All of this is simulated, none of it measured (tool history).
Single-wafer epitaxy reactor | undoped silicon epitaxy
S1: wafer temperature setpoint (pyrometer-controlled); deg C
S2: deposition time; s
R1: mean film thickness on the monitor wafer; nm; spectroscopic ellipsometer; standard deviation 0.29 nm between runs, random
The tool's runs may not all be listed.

| run | hour | S1 | S2 | R1 |
|---|---|---|---|---|
| 1 | 0 | 655 | 313 | 55.55 |
| 2 | 5.7 | 659 | 314 | 60.088 |
| 3 | 7.8 | 654 | 314 | 54.976 |
| 4 | 11.7 | 654 | 272 | 47.475 |
| 5 | 15 | 654 | 309 | 53.999 |
| 6 | 21.5 | 659 | 310 | 59.521 |
| 7 | 29.1 | 662 | 311 | 62.725 |
| 8 | 35.8 | 665 | 312 | 67.123 |
| 9 | 41.8 | 667 | 313 | 69.498 |
| 10 | 48.5 | 669 | 314 | 72.523 |
| 11 | 57.6 | 670 | 314 | 73.985 |
| 12 | 61.3 | 671 | 314 | 74.921 |
| 13 | 69.2 | 672 | 314 | 76.881 |

Estimate the outcome of run 14 from the log above:
| 14 | 72 | 673 | 314 | ? |

{"run 14": {"R1": 77.897}}

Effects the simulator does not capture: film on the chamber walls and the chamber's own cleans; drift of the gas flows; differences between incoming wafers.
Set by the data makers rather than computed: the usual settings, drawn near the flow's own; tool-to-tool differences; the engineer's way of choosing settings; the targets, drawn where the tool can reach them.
